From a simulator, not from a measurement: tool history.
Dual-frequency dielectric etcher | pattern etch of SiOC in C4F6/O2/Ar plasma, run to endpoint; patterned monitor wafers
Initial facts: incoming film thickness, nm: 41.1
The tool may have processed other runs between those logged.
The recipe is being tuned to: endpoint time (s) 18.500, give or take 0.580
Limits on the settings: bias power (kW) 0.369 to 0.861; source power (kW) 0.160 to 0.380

run,day,bias power (kW),source power (kW),endpoint time (s)
1,0.000,0.615,0.270,15.083
2,0.254,0.615,0.230,15.650
3,0.617,0.572,0.230,16.106
4,0.983,0.541,0.220,16.496
5,1.254,0.541,0.260,16.077
6,1.533,0.491,0.260,16.337
7,1.796,0.467,0.250,16.833
8,1.858,0.448,0.240,17.731

4 candidate next runs follow, results not yet known. Just one meets every target within its allowed miss. Identify it.
A,1.921,0.423,0.210,?
B,1.921,0.409,0.180,?
C,1.921,0.475,0.240,?
D,1.921,0.451,0.240,?

move,endpoint time (s)
A,18.698
B,19.680
C,17.212
D,17.596
A: all results in spec
B: pushes the last run's worst result past its target
C: further off than the last run
D: further off than the last run
So the answer is move A, the one that meets all the targets.
